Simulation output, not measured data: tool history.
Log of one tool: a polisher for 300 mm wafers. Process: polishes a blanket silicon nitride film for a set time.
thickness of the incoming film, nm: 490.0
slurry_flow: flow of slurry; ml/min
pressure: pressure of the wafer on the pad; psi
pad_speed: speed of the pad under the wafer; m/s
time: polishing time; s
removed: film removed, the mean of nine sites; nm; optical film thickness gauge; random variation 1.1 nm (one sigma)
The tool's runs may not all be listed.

{"run": 1, "day": 0.0, "slurry_flow": 240, "pressure": 3.2, "pad_speed": 1.28, "time": 46, "removed": 85.843}
{"run": 2, "day": 0.371, "slurry_flow": 240, "pressure": 3.2, "pad_speed": 1.02, "time": 46, "removed": 73.107}
{"run": 3, "day": 0.571, "slurry_flow": 290, "pressure": 3.2, "pad_speed": 1.02, "time": 46, "removed": 74.024}
{"run": 4, "day": 0.775, "slurry_flow": 290, "pressure": 3.6, "pad_speed": 1.02, "time": 46, "removed": 82.651}
{"day": 0.95, "done": "head pressure recalibrated"}
{"run": 5, "day": 0.95, "slurry_flow": 290, "pressure": 4.2, "pad_speed": 1.02, "time": 46, "removed": 87.23}
{"run": 6, "day": 1.3, "slurry_flow": 295, "pressure": 4.4, "pad_speed": 1.1, "time": 46, "removed": 95.006}

Run 7 comes next. What will it give?
{"run": 7, "day": 1.575, "slurry_flow": 295, "pressure": 4.5, "pad_speed": 1.16, "time": 46, "removed": "?"}

Run 7 gave removed 101.37 nm.
